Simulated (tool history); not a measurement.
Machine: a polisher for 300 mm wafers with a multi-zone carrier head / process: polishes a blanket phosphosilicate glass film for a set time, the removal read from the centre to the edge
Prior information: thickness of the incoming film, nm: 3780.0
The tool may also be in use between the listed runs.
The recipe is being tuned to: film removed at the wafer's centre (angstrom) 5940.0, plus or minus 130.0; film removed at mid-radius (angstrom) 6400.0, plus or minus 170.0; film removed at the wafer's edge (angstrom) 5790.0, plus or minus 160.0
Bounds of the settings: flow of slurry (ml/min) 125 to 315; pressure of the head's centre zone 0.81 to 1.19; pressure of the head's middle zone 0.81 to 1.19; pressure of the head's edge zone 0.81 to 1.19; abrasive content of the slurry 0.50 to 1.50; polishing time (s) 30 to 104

run  hour  flow of slurry (ml/min)  pressure of the head's centre zone  pressure of the head's middle zone  pressure of the head's edge zone  abrasive content of the slurry  polishing time (s)  film removed at the wafer's centre (angstrom)  film removed at mid-radius (angstrom)  film removed at the wafer's edge (angstrom)
  1   0.0                      205                                1.00                                1.00                              1.00                            1.00                  67                                         6667.0                                 6899.5                                       6547.3
  2   7.6                      205                                0.95                                1.00                              1.00                            1.00                  67                                         6383.7                                 6840.1                                       6476.2
  3  15.3                      200                                0.95                                1.00                              0.99                            1.00                  67                                         6299.7                                 6908.5                                       6532.5
  4  16.5                      200                                0.95                                1.00                              0.98                            1.00                  67                                         6391.9                                 6892.5                                       6455.0
  5  22.3                      195                                0.95                                1.00                              0.97                            1.00                  67                                         6405.3                                 6860.4                                       6462.8
  6  25.1                      195                                0.95                                1.00                              0.96                            1.00                  67                                         6352.6                                 6901.5                                       6329.6
     27.0  -- edge zone pressure recalibrated
  7  27.0                      190                                0.95                                0.99                              0.95                            1.00                  67                                         6293.5                                 6698.4                                       6762.4
  8  31.3                      245                                0.97                                1.01                              0.97                            0.75                  67                                         5670.0                                 5996.5                                       5869.7
  9  39.1                      245                                0.98                                1.02                              0.97                            0.75                  67                                         5726.2                                 6092.6                                       5807.1

4 next moves are on the table. One of them brings every result within its allowed miss. Which?
  A  46.9                      280                                1.03                                1.09                              0.96                            0.85                  61                                              ?                                      ?                                            ?
  B  46.9                      140                                1.19                                1.17                              1.08                            0.80                  59                                              ?                                      ?                                            ?
  C  46.9                      240                                1.07                                1.19                              1.02                            0.80                  59                                              ?                                      ?                                            ?
  D  46.9                      250                                0.95                                1.06                              0.89                            0.80                  66                                              ?                                      ?                                            ?

move  film removed at the wafer's centre (angstrom)  film removed at mid-radius (angstrom)  film removed at the wafer's edge (angstrom)
   A                                         5861.3                                 6408.4                                       5721.5
   B                                         5870.7                                 5988.5                                       5408.6
   C                                         5598.5                                 6372.4                                       5442.3
   D                                         5619.2                                 6480.9                                       5733.3
A: hits every target within its allowed miss
B: the biggest miss grows against the last run
C: brings the last run's worst result on target, with another outside its allowed miss
D: brings the last run's worst result on target, with another outside its allowed miss
Correct choice: A, which meets every target

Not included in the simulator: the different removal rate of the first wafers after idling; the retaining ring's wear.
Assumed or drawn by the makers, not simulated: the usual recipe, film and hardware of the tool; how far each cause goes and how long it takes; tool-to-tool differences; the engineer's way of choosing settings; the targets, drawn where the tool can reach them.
